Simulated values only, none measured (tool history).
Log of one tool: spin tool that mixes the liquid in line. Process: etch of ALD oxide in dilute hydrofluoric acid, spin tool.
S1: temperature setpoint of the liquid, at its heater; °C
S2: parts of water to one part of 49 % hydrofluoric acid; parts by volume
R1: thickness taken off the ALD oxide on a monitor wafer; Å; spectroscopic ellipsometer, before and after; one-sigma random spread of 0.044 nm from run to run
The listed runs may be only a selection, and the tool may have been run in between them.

run 1 day=0 | S1=21 S2=185 time_under_the_liquid_(s)=135 | R1=113.15
run 2 day=0.033 | S1=21 S2=145 time_under_the_liquid_(s)=135 | R1=152.18
run 3 day=0.3 | S1=20.5 S2=165 time_under_the_liquid_(s)=135 | R1=128.94
run 4 day=0.567 | S1=20.5 S2=125 time_under_the_liquid_(s)=135 | R1=177.08
run 5 day=0.912 | S1=20 S2=150 time_under_the_liquid_(s)=135 | R1=141.11
run 6 day=1.188 | S1=23 S2=150 time_under_the_liquid_(s)=135 | R1=160.34
run 7 day=1.496 | S1=22 S2=170 time_under_the_liquid_(s)=135 | R1=130.95
run 8 day=1.625 | S1=21 S2=185 time_under_the_liquid_(s)=135 | R1=115.25
run 9 day=1.696 | S1=20.5 S2=200 time_under_the_liquid_(s)=135 | R1=102.91
run 10 day=1.862 | S1=20 S2=210 time_under_the_liquid_(s)=135 | R1=94.847
run 11 day=2.104 | S1=19.5 S2=220 time_under_the_liquid_(s)=135 | R1=87.659
run 12 day=2.425 | S1=19 S2=230 time_under_the_liquid_(s)=135 | R1=81.34
run 13 day=2.483 | S1=18.5 S2=235 time_under_the_liquid_(s)=135 | R1=77.792
run 14 day=2.546 | S1=18 S2=240 time_under_the_liquid_(s)=135 | R1=74.487
run 15 day=2.833 | S1=18 S2=245 time_under_the_liquid_(s)=135 | R1=72.746
run 16 day=3.025 | S1=18 S2=250 time_under_the_liquid_(s)=135 | R1=71.139
run 17 day=3.371 | S1=18 S2=255 time_under_the_liquid_(s)=135 | R1=70.573
run 18 day=3.738 | S1=18 S2=260 time_under_the_liquid_(s)=135 | R1=67.747

The next listed run, before its measurement:
run 19 day=4.029 | S1=18 S2=265 time_under_the_liquid_(s)=135 | R1=?

R1: 66.732 Å
